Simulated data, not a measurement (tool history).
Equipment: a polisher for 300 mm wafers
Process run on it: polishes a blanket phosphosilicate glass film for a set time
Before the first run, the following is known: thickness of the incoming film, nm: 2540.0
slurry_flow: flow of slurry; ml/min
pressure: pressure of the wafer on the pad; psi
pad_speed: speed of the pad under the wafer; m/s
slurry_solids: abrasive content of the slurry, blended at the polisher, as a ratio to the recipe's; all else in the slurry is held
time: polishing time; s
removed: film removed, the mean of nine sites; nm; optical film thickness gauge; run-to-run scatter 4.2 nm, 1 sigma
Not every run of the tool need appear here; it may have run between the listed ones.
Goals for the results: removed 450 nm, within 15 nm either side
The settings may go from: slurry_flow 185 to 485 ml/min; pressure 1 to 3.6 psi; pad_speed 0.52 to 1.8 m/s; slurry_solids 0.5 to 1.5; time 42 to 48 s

run  hour  slurry_flow  pressure  pad_speed  slurry_solids  time  removed
  1     0          310       2.3       1.16              1    48   357.53
  2   1.5          310       2.7       1.16              1    48   406.85
  3   9.8          310       2.8       1.16              1    48   411.96
  4  18.2          310       2.8       1.16              1    42   361.96
  5  26.1          310       2.8       0.96              1    42    309.5
  6  27.9          310         3          1              1    42      342
  7  35.8          310       3.6       1.06              1    42   412.02
  8  41.4          310       3.6       1.08              1    42   416.25
  9  49.7          310       3.6        1.1              1    42   423.07
 10  56.7          310       3.6       1.12              1    42   428.07
 11  57.9          310       3.6       1.14              1    42   435.85
     60.9  -- slurry nozzle cleaned
 12  60.9          310       3.6        1.2              1    42   472.51

Exercise: of the 4 proposed moves below, exactly one satisfies all targets within the stated allowed misses. Which move is it?
  A  63.9          375       3.5        1.3           0.85    45        ?
  B  63.9          285       3.5       1.18            1.1    44        ?
  C  63.9          265       3.5        1.1           0.85    47        ?
  D  63.9          340       3.6       0.98            1.2    42        ?

move  removed
   A   505.63
   B   484.56
   C   449.07
   D   424.39
A: lands further from the targets than the last run did
B: lands further from the targets than the last run did
C: hits every target within its allowed miss
D: moves the result that the last run missed by most past its target, out the other side
So the answer is move C, the one that meets all the targets.
